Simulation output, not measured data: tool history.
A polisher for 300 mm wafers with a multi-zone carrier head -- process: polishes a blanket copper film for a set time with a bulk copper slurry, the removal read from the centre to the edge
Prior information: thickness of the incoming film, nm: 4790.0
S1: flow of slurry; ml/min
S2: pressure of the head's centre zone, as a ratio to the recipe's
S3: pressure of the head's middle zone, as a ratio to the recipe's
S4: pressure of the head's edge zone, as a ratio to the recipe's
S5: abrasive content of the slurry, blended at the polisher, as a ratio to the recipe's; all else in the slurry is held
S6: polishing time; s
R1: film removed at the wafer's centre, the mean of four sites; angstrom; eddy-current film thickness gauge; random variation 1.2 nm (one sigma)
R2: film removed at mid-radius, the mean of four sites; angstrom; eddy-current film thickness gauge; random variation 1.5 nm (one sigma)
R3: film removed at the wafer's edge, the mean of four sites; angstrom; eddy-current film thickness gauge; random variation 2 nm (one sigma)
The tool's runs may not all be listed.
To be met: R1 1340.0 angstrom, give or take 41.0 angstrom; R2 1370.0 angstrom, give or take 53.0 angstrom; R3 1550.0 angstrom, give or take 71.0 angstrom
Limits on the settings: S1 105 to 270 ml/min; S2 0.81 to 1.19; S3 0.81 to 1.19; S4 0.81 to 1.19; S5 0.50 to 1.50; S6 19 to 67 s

run,hour,S1,S2,S3,S4,S5,S6,R1,R2,R3
1,0.0,175,1.00,1.00,1.00,1.00,43,2200.9,2092.3,2253.1
2,2.6,170,0.98,0.99,0.99,0.95,42,2079.1,1977.5,2109.8
3,9.4,165,0.96,0.98,1.00,0.90,41,1933.5,1856.8,1983.9
4,11.8,165,0.96,1.05,1.00,0.90,41,1927.1,2001.9,2004.5
5,18.4,130,0.96,1.05,1.00,0.90,41,1874.8,1960.2,2017.5
6,21.1,130,0.96,1.05,1.00,1.00,41,1897.4,1965.1,2065.1
7,27.2,130,0.95,1.03,1.00,0.95,40,1827.6,1859.5,1973.3
8,35.7,110,0.85,0.93,1.01,0.70,35,1275.5,1335.8,1593.9
9,43.3,115,0.85,0.93,1.00,0.70,35,1248.1,1349.0,1584.7
10,48.9,120,0.86,0.93,0.99,0.70,35,1270.1,1387.3,1542.5

Exactly one of the 5 candidate moves below puts every result within its allowed miss. Which one?
A,54.5,150,0.95,0.93,1.03,0.75,33,?,?,?
B,54.5,135,0.88,0.92,0.89,0.50,35,?,?,?
C,54.5,140,0.88,0.91,0.98,0.95,32,?,?,?
D,54.5,125,0.91,0.85,1.02,0.75,33,?,?,?
E,54.5,105,0.84,0.84,1.17,0.90,34,?,?,?

move,R1,R2,R3
A,1435.4,1366.0,1578.6
B,1230.3,1256.8,1373.2
C,1358.0,1373.6,1582.2
D,1331.0,1233.3,1541.6
E,1286.1,1284.7,1752.9
A: takes the biggest miss from the last run beyond its target
B: misses by more than the last run did
C: all results in spec
D: corrects the largest miss of the last run, while another result sits out of spec
E: misses by more than the last run did
C meets every target.

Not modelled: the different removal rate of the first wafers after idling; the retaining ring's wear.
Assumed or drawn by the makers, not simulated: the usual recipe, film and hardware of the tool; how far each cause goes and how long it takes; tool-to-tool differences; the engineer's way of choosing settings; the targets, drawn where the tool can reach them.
